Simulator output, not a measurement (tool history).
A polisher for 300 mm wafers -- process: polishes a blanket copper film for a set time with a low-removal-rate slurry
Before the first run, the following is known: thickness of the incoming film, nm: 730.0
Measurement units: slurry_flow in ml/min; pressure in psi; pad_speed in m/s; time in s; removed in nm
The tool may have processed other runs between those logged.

| run | hour | slurry_flow | pressure | pad_speed | slurry_solids | time | removed |
|---|---|---|---|---|---|---|---|
| 1 | 0.0 | 280 | 2.5 | 1.16 | 1.0 | 40 | 138.390 |
| 2 | 6.1 | 280 | 2.1 | 1.16 | 1.0 | 40 | 115.320 |
| 3 | 13.3 | 280 | 2.4 | 1.16 | 1.0 | 40 | 132.350 |
| 4 | 21.8 | 280 | 2.0 | 1.16 | 1.0 | 40 | 107.820 |
| 5 | 25.6 | 280 | 1.8 | 1.16 | 1.0 | 40 | 99.728 |
| 6 | 33.3 | 280 | 2.2 | 1.16 | 1.0 | 40 | 122.460 |
| 7 | 40.4 | 280 | 1.9 | 1.16 | 1.0 | 40 | 103.690 |

Run 8 is up next; what results do you expect?
| 8 | 48.6 | 280 | 1.7 | 1.16 | 1.0 | 40 | ? |

{"run 8": {"removed": 94.272}}

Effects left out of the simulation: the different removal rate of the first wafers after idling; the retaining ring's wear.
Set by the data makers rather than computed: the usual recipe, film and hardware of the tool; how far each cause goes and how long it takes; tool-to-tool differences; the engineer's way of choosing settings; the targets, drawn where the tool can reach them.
